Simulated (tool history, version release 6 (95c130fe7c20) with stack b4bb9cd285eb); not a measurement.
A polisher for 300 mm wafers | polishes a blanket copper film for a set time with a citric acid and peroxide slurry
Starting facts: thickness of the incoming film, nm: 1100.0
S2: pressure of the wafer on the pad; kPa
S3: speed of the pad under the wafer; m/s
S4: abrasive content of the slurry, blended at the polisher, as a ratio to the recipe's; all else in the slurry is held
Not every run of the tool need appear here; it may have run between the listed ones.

run 1 hour=0 | flow_of_slurry_(ml/min)=305 S2=29 S3=0.96 S4=1 polishing_time_(s)=40 | film_removed_(nm)=109.01
run 2 hour=1.9 | flow_of_slurry_(ml/min)=340 S2=29 S3=0.96 S4=1 polishing_time_(s)=40 | film_removed_(nm)=113.02
run 3 hour=2.8 | flow_of_slurry_(ml/min)=355 S2=32.4 S3=0.96 S4=1 polishing_time_(s)=40 | film_removed_(nm)=122.97
run 4 hour=6.4 | flow_of_slurry_(ml/min)=355 S2=26.2 S3=0.96 S4=1 polishing_time_(s)=40 | film_removed_(nm)=99.856
run 5 hour=10.7 | flow_of_slurry_(ml/min)=355 S2=26.2 S3=0.8 S4=1 polishing_time_(s)=40 | film_removed_(nm)=84.653
-- hour=16.9 slurry blender recalibrated
run 6 hour=16.9 | flow_of_slurry_(ml/min)=355 S2=32.4 S3=0.84 S4=1 polishing_time_(s)=40 | film_removed_(nm)=118.97
run 7 hour=19.8 | flow_of_slurry_(ml/min)=355 S2=35.2 S3=0.84 S4=1 polishing_time_(s)=40 | film_removed_(nm)=127.75

What does the tool deliver on the next run?
run 8 hour=26.6 | flow_of_slurry_(ml/min)=355 S2=37.9 S3=0.84 S4=1 polishing_time_(s)=40 | film_removed_(nm)=?

{"run 8": {"film removed (nm)": 135.9}}

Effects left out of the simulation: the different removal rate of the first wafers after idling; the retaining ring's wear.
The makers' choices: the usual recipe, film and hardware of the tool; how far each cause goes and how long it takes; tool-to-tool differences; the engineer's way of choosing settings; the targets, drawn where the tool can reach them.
